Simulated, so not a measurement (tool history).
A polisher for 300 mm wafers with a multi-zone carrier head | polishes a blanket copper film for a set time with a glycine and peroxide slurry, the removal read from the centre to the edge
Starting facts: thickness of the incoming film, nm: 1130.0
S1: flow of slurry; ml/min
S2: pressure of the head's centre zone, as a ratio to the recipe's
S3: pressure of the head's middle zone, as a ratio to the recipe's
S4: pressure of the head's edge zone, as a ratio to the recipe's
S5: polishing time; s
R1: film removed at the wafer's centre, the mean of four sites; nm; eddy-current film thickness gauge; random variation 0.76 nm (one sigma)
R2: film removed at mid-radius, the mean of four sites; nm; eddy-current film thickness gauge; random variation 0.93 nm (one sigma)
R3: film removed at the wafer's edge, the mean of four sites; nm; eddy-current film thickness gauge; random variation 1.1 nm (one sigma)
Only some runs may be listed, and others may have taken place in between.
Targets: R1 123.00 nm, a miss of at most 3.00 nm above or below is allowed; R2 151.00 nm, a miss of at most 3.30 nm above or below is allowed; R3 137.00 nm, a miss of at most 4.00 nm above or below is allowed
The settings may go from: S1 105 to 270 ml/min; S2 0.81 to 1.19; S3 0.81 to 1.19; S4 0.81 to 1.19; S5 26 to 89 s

| run | hour | S1 | S2 | S3 | S4 | S5 | R1 | R2 | R3 |
|---|---|---|---|---|---|---|---|---|---|
| 1 | 0.0 | 175 | 1.00 | 1.00 | 1.00 | 57 | 211.58 | 217.73 | 214.07 |
| 2 | 5.2 | 175 | 1.00 | 1.00 | 1.08 | 57 | 211.34 | 218.68 | 215.27 |
| 3 | 7.8 | 175 | 1.00 | 1.04 | 1.08 | 57 | 210.86 | 224.42 | 216.49 |
| 4 | 14.3 | 175 | 1.00 | 1.01 | 1.08 | 57 | 211.96 | 218.54 | 218.90 |
| 5 | 22.5 | 170 | 0.97 | 1.02 | 1.04 | 52 | 185.26 | 199.59 | 195.06 |
| 6 | 27.6 | 170 | 0.89 | 1.02 | 1.04 | 52 | 170.92 | 199.26 | 195.32 |
| 7 | 31.2 | 120 | 0.81 | 0.99 | 0.94 | 37 | 103.34 | 132.61 | 126.85 |
| 8 | 38.4 | 140 | 0.82 | 0.99 | 0.93 | 37 | 106.78 | 136.81 | 128.67 |
| 9 | 46.5 | 155 | 0.83 | 0.99 | 0.93 | 37 | 112.26 | 138.49 | 131.06 |
| 10 | 50.2 | 165 | 0.83 | 1.00 | 0.93 | 37 | 113.04 | 140.48 | 131.52 |

Consider the 5 candidate settings below. Which is the only one whose results all fall within their allowed miss of target?
| A | 53.9 | 140 | 0.88 | 0.81 | 1.08 | 38 | ? | ? | ? |
| B | 53.9 | 155 | 0.83 | 0.98 | 0.83 | 41 | ? | ? | ? |
| C | 53.9 | 180 | 0.98 | 0.87 | 0.94 | 36 | ? | ? | ? |
| D | 53.9 | 150 | 0.82 | 1.01 | 0.91 | 36 | ? | ? | ? |
| E | 53.9 | 165 | 0.94 | 0.97 | 0.92 | 35 | ? | ? | ? |

| move | R1 | R2 | R3 |
|---|---|---|---|
| A | 119.52 | 120.54 | 143.68 |
| B | 124.17 | 152.68 | 138.44 |
| C | 132.30 | 125.39 | 131.04 |
| D | 107.04 | 136.42 | 126.15 |
| E | 121.56 | 130.56 | 124.75 |
A: lands further from the targets than the last run did
B: meets every target
C: pushes the last run's worst result past its target
D: lands further from the targets than the last run did
E: gets the furthest-off result to its target, but another result is out of tolerance
B meets every target.

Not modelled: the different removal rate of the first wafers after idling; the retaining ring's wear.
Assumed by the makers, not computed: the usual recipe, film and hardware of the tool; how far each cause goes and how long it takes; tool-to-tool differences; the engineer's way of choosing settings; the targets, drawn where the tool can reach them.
